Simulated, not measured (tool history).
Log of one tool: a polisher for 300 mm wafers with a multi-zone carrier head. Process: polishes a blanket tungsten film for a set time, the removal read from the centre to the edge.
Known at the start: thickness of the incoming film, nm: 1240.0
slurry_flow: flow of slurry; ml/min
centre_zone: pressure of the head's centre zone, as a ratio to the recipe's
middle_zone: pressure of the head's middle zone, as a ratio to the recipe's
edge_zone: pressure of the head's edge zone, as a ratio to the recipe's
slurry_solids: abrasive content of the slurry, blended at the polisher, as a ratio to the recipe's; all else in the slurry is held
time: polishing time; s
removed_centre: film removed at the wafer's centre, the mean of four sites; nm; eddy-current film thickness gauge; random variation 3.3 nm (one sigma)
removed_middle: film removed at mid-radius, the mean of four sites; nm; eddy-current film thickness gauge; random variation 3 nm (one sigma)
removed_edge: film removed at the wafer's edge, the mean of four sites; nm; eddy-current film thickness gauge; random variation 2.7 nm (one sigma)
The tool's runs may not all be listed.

run 1 day=0 | slurry_flow=135 centre_zone=1 middle_zone=1 edge_zone=1 slurry_solids=1 time=41 | removed_centre=349.53 removed_middle=356.21 removed_edge=366.58
run 2 day=0.125 | slurry_flow=135 centre_zone=0.95 middle_zone=1 edge_zone=1 slurry_solids=1 time=41 | removed_centre=341.98 removed_middle=354.76 removed_edge=362.24
run 3 day=0.15 | slurry_flow=130 centre_zone=0.93 middle_zone=0.99 edge_zone=0.99 slurry_solids=0.9 time=40 | removed_centre=318.78 removed_middle=347.95 removed_edge=340.55
run 4 day=0.492 | slurry_flow=130 centre_zone=0.93 middle_zone=0.99 edge_zone=0.99 slurry_solids=0.75 time=40 | removed_centre=293.68 removed_middle=330.18 removed_edge=325.19
run 5 day=0.858 | slurry_flow=155 centre_zone=0.93 middle_zone=0.99 edge_zone=0.99 slurry_solids=0.75 time=40 | removed_centre=308.19 removed_middle=342.49 removed_edge=343.25
run 6 day=1.158 | slurry_flow=150 centre_zone=0.93 middle_zone=0.96 edge_zone=0.99 slurry_solids=0.7 time=39 | removed_centre=291.3 removed_middle=322.96 removed_edge=323.86

Forecast run 7:
run 7 day=1.338 | slurry_flow=145 centre_zone=0.93 middle_zone=0.93 edge_zone=0.99 slurry_solids=0.65 time=38 | removed_centre=? removed_middle=? removed_edge=?

removed_centre: 273.48 nm
removed_middle: 298.81 nm
removed_edge: 305.49 nm
